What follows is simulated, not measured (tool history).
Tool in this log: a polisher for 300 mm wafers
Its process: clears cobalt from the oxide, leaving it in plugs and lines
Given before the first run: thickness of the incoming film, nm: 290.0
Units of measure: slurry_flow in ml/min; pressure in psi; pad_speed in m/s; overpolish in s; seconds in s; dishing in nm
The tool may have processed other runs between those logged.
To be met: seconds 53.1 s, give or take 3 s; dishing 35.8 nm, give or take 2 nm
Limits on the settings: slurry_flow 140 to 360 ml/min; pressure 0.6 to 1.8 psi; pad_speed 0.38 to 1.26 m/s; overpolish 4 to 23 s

run  hour  slurry_flow  pressure  pad_speed  overpolish  seconds  dishing
  1     0          230       1.2       0.82          12   88.232   25.381
  2   8.2          230       1.3       0.82          12   80.695   27.534
  3  13.9          230         1       0.82          12    106.1   22.973
  4  16.6          230       0.8       0.82          12   128.67   19.165
  5  22.4          200       0.8       0.82          12   131.83   18.666
  6  24.3          200       0.7       0.82          12   151.97   17.602
  7  30.3          220       0.9       0.82          12   120.08   20.947
  8  30.9          235       1.1       0.82          12   95.246   23.987
  9  37.3          250       1.2       0.82          12   86.683   25.977
 10  39.3          255       1.3       0.82          12   79.693   28.036
 11    44          255       1.4       0.82          12   75.604   28.919
 12  49.8          255       1.5       0.82          12   69.292   30.768
 13  56.6          255       1.6       0.82          12   65.058   31.765
 14  57.2          260       1.6       0.82          12   63.467   30.419
 15  58.6          260       1.7       0.84          13   61.432   34.211
 16  65.3          265       1.7       0.86          13   57.909   35.396

Exactly one of the 5 candidate moves below puts every result within its allowed miss. Which one?
  A    72          230       1.6        0.9          15        ?        ?
  B    72          290       1.8       0.72          20        ?        ?
  C    72          265       1.8       0.92          12        ?        ?
  D    72          300       1.6       0.82          16        ?        ?
  E    72          235       1.6        0.9          14        ?        ?

move  seconds  dishing
   A   62.389   37.907
   B   65.475   42.616
   C   53.663   36.397
   D   65.634   38.218
   E   62.221   36.568
A: moves away from the targets compared with the last run
B: moves away from the targets compared with the last run
C: every result lands within tolerance
D: moves away from the targets compared with the last run
E: moves away from the targets compared with the last run
Correct choice: C, which meets every target
